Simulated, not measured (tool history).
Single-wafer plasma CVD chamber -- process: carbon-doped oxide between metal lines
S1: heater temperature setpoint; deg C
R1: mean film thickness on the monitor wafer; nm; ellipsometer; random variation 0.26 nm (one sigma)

Run 1, hour 0: S1 365 deg C, chamber pressure (mTorr) 3540, RF power (kW) 0.61, deposition time (s) 22. Result: R1 107.76 nm.
Run 2, hour 8.6: S1 365 deg C, chamber pressure (mTorr) 3540, RF power (kW) 0.61, deposition time (s) 22. Result: R1 108.31 nm.
Run 3, hour 15.7: S1 365 deg C, chamber pressure (mTorr) 2930, RF power (kW) 0.61, deposition time (s) 22. Result: R1 106.04 nm.
Run 4, hour 19.5: S1 365 deg C, chamber pressure (mTorr) 2930, RF power (kW) 0.61, deposition time (s) 22. Result: R1 106.35 nm.
Run 5, hour 20.1: S1 370 deg C, chamber pressure (mTorr) 2930, RF power (kW) 0.61, deposition time (s) 22. Result: R1 104.87 nm.
Run 6, hour 21.6: S1 370 deg C, chamber pressure (mTorr) 2930, RF power (kW) 0.68, deposition time (s) 22. Result: R1 114.87 nm.
Run 7, hour 23.3: S1 370 deg C, chamber pressure (mTorr) 2920, RF power (kW) 0.665, deposition time (s) 21.9. Result: R1 112.23 nm.
Run 8, hour 28.1: S1 370 deg C, chamber pressure (mTorr) 2910, RF power (kW) 0.655, deposition time (s) 21.9. Result: R1 111.73 nm.
Run 9, hour 30.4: S1 370 deg C, chamber pressure (mTorr) 2910, RF power (kW) 0.645, deposition time (s) 21.8. Result: R1 108.93 nm.

What will run 10 give?
Run 10, hour 38.1: S1 370 deg C, chamber pressure (mTorr) 2890, RF power (kW) 0.635, deposition time (s) 21.8. Result: R1 ?.

Run 10 gave R1 107.64 nm.
